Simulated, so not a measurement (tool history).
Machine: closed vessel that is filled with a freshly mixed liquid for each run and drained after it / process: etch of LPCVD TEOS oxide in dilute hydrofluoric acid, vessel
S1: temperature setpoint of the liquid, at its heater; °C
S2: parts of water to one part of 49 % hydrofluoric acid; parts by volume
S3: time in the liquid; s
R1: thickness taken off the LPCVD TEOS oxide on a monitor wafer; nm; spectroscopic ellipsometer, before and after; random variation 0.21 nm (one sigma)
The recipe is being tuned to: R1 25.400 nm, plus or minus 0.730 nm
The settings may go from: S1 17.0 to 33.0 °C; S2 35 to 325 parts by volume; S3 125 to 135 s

| run | hour | S1 | S2 | S3 | R1 |
|---|---|---|---|---|---|
| 1 | 0.0 | 25.0 | 180 | 125 | 38.612 |
| 2 | 7.5 | 25.0 | 180 | 125 | 38.728 |
| 3 | 10.7 | 25.0 | 180 | 125 | 38.154 |
| 4 | 19.8 | 27.5 | 180 | 125 | 42.117 |
| 5 | 28.0 | 27.5 | 180 | 135 | 46.436 |
| 6 | 36.1 | 27.5 | 135 | 135 | 63.732 |
| 7 | 44.6 | 26.0 | 155 | 135 | 52.139 |
| 8 | 46.4 | 24.5 | 170 | 135 | 43.600 |
| 9 | 49.8 | 23.0 | 175 | 135 | 40.124 |
| 10 | 52.8 | 22.0 | 180 | 135 | 37.265 |
| 11 | 54.6 | 21.0 | 185 | 135 | 35.255 |
| 12 | 58.7 | 20.5 | 190 | 135 | 33.219 |
| 13 | 63.8 | 20.0 | 195 | 135 | 31.649 |
| 14 | 66.2 | 19.5 | 200 | 135 | 29.918 |
| 15 | 69.2 | 19.0 | 200 | 135 | 29.247 |
| 16 | 76.8 | 18.5 | 200 | 135 | 28.707 |
| 17 | 84.6 | 18.0 | 200 | 135 | 27.809 |

Which one of the following 4 next-run settings gets every result inside its allowed miss? There is exactly one.
| A | 92.4 | 17.0 | 205 | 125 | ? |
| B | 92.4 | 19.5 | 230 | 125 | ? |
| C | 92.4 | 18.0 | 205 | 135 | ? |
| D | 92.4 | 17.5 | 200 | 125 | ? |

| move | R1 |
|---|---|
| A | 24.545 |
| B | 23.564 |
| C | 27.579 |
| D | 25.782 |
A: the result that was furthest off in the last run now lies on the other side of its target
B: the result that was furthest off in the last run now lies on the other side of its target
C: nearer than the last run, and not there yet
D: every result within its allowed miss
So the answer is move D, the one that meets all the targets.
